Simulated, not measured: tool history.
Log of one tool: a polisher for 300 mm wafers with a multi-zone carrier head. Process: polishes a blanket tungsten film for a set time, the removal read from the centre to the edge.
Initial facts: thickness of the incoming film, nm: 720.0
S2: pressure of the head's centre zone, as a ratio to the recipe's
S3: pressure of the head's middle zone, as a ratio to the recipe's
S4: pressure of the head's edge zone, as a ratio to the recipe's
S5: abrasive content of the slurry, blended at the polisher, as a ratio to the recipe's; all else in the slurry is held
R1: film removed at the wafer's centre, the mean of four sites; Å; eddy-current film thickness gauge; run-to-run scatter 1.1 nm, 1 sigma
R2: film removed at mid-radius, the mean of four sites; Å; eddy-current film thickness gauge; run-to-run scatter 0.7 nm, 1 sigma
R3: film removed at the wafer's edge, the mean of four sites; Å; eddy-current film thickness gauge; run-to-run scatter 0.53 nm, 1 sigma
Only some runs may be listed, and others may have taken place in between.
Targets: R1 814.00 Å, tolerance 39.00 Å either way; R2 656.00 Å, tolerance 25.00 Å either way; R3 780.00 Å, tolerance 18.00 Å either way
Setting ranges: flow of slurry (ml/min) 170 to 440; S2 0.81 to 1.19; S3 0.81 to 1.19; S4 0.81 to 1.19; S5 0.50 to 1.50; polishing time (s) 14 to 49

{"run": 1, "hour": 0.0, "flow of slurry (ml/min)": 280, "S2": 1.0, "S3": 1.0, "S4": 1.0, "S5": 1.0, "polishing time (s)": 31, "R1": 1194.4, "R2": 1194.0, "R3": 1198.2}
{"run": 2, "hour": 3.7, "flow of slurry (ml/min)": 270, "S2": 1.01, "S3": 0.95, "S4": 0.99, "S5": 0.9, "polishing time (s)": 29, "R1": 1088.0, "R2": 1036.2, "R3": 1067.5}
{"run": 3, "hour": 7.7, "flow of slurry (ml/min)": 255, "S2": 1.02, "S3": 0.91, "S4": 1.01, "S5": 0.8, "polishing time (s)": 27, "R1": 1021.9, "R2": 891.77, "R3": 988.17}
{"run": 4, "hour": 15.4, "flow of slurry (ml/min)": 255, "S2": 1.02, "S3": 0.91, "S4": 1.01, "S5": 0.9, "polishing time (s)": 27, "R1": 1042.6, "R2": 914.93, "R3": 1025.1}
{"run": 5, "hour": 20.5, "flow of slurry (ml/min)": 255, "S2": 1.02, "S3": 0.96, "S4": 1.01, "S5": 0.9, "polishing time (s)": 27, "R1": 1041.9, "R2": 983.09, "R3": 1011.8}
{"run": 6, "hour": 22.4, "flow of slurry (ml/min)": 255, "S2": 1.02, "S3": 0.96, "S4": 1.01, "S5": 1.1, "polishing time (s)": 27, "R1": 1067.9, "R2": 1018.9, "R3": 1058.3}
{"run": 7, "hour": 27.5, "flow of slurry (ml/min)": 250, "S2": 1.01, "S3": 0.92, "S4": 1.0, "S5": 0.95, "polishing time (s)": 26, "R1": 1002.3, "R2": 894.61, "R3": 991.9}
{"run": 8, "hour": 33.2, "flow of slurry (ml/min)": 245, "S2": 1.0, "S3": 0.9, "S4": 0.97, "S5": 0.85, "polishing time (s)": 26, "R1": 959.16, "R2": 884.78, "R3": 946.82}
{"run": 9, "hour": 34.7, "flow of slurry (ml/min)": 225, "S2": 1.09, "S3": 0.81, "S4": 1.07, "S5": 0.6, "polishing time (s)": 20, "R1": 692.2, "R2": 572.31, "R3": 683.87}
{"run": 10, "hour": 43.2, "flow of slurry (ml/min)": 255, "S2": 1.1, "S3": 0.82, "S4": 1.09, "S5": 0.65, "polishing time (s)": 20, "R1": 719.76, "R2": 602.13, "R3": 714.48}
{"run": 11, "hour": 45.6, "flow of slurry (ml/min)": 275, "S2": 1.12, "S3": 0.82, "S4": 1.1, "S5": 0.7, "polishing time (s)": 20, "R1": 780.49, "R2": 621.98, "R3": 738.95}
{"run": 12, "hour": 53.1, "flow of slurry (ml/min)": 290, "S2": 1.12, "S3": 0.82, "S4": 1.11, "S5": 0.7, "polishing time (s)": 20, "R1": 764.02, "R2": 621.27, "R3": 754.74}
{"run": 13, "hour": 60.7, "flow of slurry (ml/min)": 300, "S2": 1.13, "S3": 0.83, "S4": 1.11, "S5": 0.7, "polishing time (s)": 20, "R1": 765.58, "R2": 642.93, "R3": 747.99}
{"run": 14, "hour": 69.2, "flow of slurry (ml/min)": 305, "S2": 1.14, "S3": 0.83, "S4": 1.12, "S5": 0.7, "polishing time (s)": 20, "R1": 774.03, "R2": 627.41, "R3": 749.22}
{"run": 15, "hour": 70.1, "flow of slurry (ml/min)": 315, "S2": 1.14, "S3": 0.83, "S4": 1.12, "S5": 0.7, "polishing time (s)": 20, "R1": 782.8, "R2": 632.02, "R3": 753.08}
{"run": 16, "hour": 76.6, "flow of slurry (ml/min)": 325, "S2": 1.14, "S3": 0.83, "S4": 1.12, "S5": 0.7, "polishing time (s)": 20, "R1": 802.45, "R2": 640.08, "R3": 753.5}

Exactly one of the 5 candidate moves below puts every result within its allowed miss. Which one?
{"run": "A", "hour": 83.1, "flow of slurry (ml/min)": 375, "S2": 1.19, "S3": 0.87, "S4": 1.1, "S5": 0.65, "polishing time (s)": 20, "R1": "?", "R2": "?", "R3": "?"}
{"run": "B", "hour": 83.1, "flow of slurry (ml/min)": 345, "S2": 1.19, "S3": 0.91, "S4": 1.06, "S5": 0.65, "polishing time (s)": 20, "R1": "?", "R2": "?", "R3": "?"}
{"run": "C", "hour": 83.1, "flow of slurry (ml/min)": 380, "S2": 1.19, "S3": 0.92, "S4": 1.05, "S5": 0.7, "polishing time (s)": 20, "R1": "?", "R2": "?", "R3": "?"}
{"run": "D", "hour": 83.1, "flow of slurry (ml/min)": 330, "S2": 1.19, "S3": 0.83, "S4": 1.07, "S5": 0.75, "polishing time (s)": 19, "R1": "?", "R2": "?", "R3": "?"}
{"run": "E", "hour": 83.1, "flow of slurry (ml/min)": 245, "S2": 1.15, "S3": 0.85, "S4": 1.11, "S5": 0.6, "polishing time (s)": 22, "R1": "?", "R2": "?", "R3": "?"}

move=A R1=827.80 R2=642.93 R3=745.86
move=B R1=821.49 R2=655.93 R3=727.82
move=C R1=844.91 R2=678.56 R3=742.94
move=D R1=805.61 R2=609.34 R3=718.95
move=E R1=829.88 R2=653.37 R3=780.44
A: lands further from the targets than the last run did
B: lands further from the targets than the last run did
C: lands further from the targets than the last run did
D: lands further from the targets than the last run did
E: all results land within tolerance of their targets
E meets every target.

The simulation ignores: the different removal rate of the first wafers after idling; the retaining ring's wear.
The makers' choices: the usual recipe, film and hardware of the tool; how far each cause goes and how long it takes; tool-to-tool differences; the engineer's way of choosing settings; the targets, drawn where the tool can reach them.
